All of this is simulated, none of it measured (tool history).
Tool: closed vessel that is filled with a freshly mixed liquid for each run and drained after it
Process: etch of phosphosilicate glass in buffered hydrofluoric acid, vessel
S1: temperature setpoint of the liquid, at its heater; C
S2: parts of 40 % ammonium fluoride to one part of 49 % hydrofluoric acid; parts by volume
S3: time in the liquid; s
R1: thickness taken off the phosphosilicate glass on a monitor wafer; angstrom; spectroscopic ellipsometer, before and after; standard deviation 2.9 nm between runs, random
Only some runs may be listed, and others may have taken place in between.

| run | hour | S1 | S2 | S3 | R1 |
|---|---|---|---|---|---|
| 1 | 0.0 | 22.0 | 16.0 | 30 | 1510.5 |
| 2 | 6.0 | 23.5 | 15.0 | 30 | 1734.1 |
| 3 | 13.4 | 21.0 | 15.0 | 30 | 1495.3 |
| 4 | 14.3 | 21.0 | 18.5 | 30 | 1232.2 |
| 5 | 15.8 | 21.0 | 18.5 | 30 | 1235.2 |
| 6 | 21.0 | 21.0 | 18.5 | 30 | 1225.2 |
| 7 | 22.3 | 22.5 | 17.0 | 30 | 1467.1 |
| 8 | 23.7 | 24.0 | 15.5 | 30 | 1744.9 |
| 9 | 28.6 | 25.0 | 14.5 | 30 | 1942.5 |

What does the tool deliver on the next run?
| 10 | 36.9 | 26.0 | 13.5 | 30 | ? |

{"run 10": {"R1": 2241.9}}
